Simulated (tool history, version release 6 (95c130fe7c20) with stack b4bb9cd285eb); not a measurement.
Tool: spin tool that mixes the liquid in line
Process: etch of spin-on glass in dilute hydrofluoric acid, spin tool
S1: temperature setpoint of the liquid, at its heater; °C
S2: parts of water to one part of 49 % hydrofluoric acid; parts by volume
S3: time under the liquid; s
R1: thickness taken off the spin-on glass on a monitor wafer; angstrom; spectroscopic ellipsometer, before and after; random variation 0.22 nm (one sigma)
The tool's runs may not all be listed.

run 1 hour=0 | S1=25 S2=255 S3=95 | R1=139.09
run 2 hour=3.6 | S1=25 S2=195 S3=95 | R1=190.74
run 3 hour=4.9 | S1=26.5 S2=195 S3=95 | R1=200.39
run 4 hour=8.6 | S1=24.5 S2=195 S3=95 | R1=188.47
run 5 hour=14.5 | S1=24.5 S2=195 S3=100 | R1=197.01
run 6 hour=19.8 | S1=24.5 S2=195 S3=100 | R1=197.9
run 7 hour=28.3 | S1=26 S2=190 S3=100 | R1=215.86
run 8 hour=31.5 | S1=27 S2=185 S3=100 | R1=232.2
run 9 hour=39.3 | S1=28 S2=185 S3=100 | R1=243.47

Forecast run 10:
run 10 hour=40.3 | S1=29 S2=185 S3=100 | R1=?

R1: 246.76 angstrom

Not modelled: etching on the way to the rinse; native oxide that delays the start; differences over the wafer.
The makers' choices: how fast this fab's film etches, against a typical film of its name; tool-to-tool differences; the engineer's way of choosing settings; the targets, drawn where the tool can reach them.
